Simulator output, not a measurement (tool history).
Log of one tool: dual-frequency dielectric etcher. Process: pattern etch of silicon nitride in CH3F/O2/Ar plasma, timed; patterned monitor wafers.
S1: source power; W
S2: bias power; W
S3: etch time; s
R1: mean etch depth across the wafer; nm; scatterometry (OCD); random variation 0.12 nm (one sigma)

| run | hour | S1 | S2 | S3 | R1 |
|---|---|---|---|---|---|
| 1 | 0 | 330 | 80 | 46.5 | 34.422 |
| 2 | 7.8 | 350 | 80 | 46.5 | 35.244 |
| 3 | 15.7 | 360 | 80 | 46.5 | 35.805 |
| 4 | 16.7 | 370 | 80 | 46.5 | 35.835 |
| 5 | 24.5 | 370 | 80 | 48.5 | 37.45 |
| 6 | 25.9 | 340 | 80 | 48.5 | 36.408 |

Run 7 comes next. What will it give?
| 7 | 31.2 | 350 | 80 | 48.5 | ? |

R1: 36.929 nm
